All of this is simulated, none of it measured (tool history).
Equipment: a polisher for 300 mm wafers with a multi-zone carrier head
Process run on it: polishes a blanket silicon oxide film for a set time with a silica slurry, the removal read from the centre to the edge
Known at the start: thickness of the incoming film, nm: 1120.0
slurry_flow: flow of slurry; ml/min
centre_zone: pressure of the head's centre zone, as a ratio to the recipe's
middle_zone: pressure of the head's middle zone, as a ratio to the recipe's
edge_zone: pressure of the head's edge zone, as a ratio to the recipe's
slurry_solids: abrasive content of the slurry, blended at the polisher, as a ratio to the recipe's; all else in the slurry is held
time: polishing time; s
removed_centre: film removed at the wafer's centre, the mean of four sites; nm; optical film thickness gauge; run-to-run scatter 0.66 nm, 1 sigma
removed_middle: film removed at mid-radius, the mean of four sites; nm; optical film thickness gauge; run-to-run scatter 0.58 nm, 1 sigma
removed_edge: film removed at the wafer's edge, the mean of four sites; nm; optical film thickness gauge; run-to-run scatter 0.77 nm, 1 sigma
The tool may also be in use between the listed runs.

run  hour  slurry_flow  centre_zone  middle_zone  edge_zone  slurry_solids  time  removed_centre  removed_middle  removed_edge
  1     0          295            1            1          1              1    35          95.252          93.791        94.267
  2   8.4          295            1            1          1              1    40          111.14          107.68        108.69
  3  16.7          285         0.97         0.99       0.98           0.95    40          105.32          105.27        104.95
  4  25.5          285         0.97         0.99       0.98           1.05    40          109.62          107.61        107.97
  5  34.4          275         0.94         0.98       0.97              1    40           104.2          105.76        105.18
  6  35.9          275         0.94         0.93       0.97              1    40          103.96          100.34        106.64
  7  38.6          220         0.84         0.97       0.87           0.75    40          80.563          89.464        87.288

What does the tool deliver on the next run?
  8  41.6          225         0.84         0.97       0.88           0.75    40               ?               ?             ?

removed_centre: 81.716 nm
removed_middle: 89.658 nm
removed_edge: 88.165 nm
